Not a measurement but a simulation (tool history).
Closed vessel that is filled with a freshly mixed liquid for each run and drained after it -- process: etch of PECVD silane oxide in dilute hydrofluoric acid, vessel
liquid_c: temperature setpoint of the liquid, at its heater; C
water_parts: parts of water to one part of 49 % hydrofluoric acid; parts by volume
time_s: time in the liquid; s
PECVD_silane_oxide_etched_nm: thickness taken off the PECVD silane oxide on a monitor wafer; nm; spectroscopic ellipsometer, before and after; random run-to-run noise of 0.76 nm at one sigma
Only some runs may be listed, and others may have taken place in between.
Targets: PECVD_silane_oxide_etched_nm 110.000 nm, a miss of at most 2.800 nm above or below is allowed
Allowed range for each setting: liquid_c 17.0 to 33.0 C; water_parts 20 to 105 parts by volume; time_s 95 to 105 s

run,day,liquid_c,water_parts,time_s,PECVD_silane_oxide_etched_nm
1,0.000,25.0,55,95,55.514
2,0.071,25.0,45,95,69.656
3,0.429,22.0,45,95,60.501
4,0.567,23.5,45,95,65.564
5,0.838,25.0,45,95,69.623
6,0.946,25.0,45,95,68.261
7,0.979,26.0,45,95,72.104
8,1.038,27.0,45,95,75.860
9,1.079,28.0,45,95,78.804
10,1.125,28.5,45,95,79.451
11,1.421,29.0,45,95,81.889
12,1.504,29.5,45,95,83.569
13,1.692,33.0,35,95,124.310
14,1.896,32.5,35,95,122.090
15,2.258,32.0,35,95,119.260
16,2.538,31.5,35,95,118.090

Pick the move, out of 4, that brings all results within their allowed miss; only one does.
A,2.817,28.0,30,95,?
B,2.817,32.0,40,100,?
C,2.817,33.0,45,105,?
D,2.817,33.0,35,95,?

move,PECVD_silane_oxide_etched_nm
A,119.230
B,108.670
C,104.560
D,123.700
A: further off than the last run
B: every result lands within tolerance
C: moves the result that the last run missed by most past its target, out the other side
D: further off than the last run
So the answer is move B, the one that meets all the targets.

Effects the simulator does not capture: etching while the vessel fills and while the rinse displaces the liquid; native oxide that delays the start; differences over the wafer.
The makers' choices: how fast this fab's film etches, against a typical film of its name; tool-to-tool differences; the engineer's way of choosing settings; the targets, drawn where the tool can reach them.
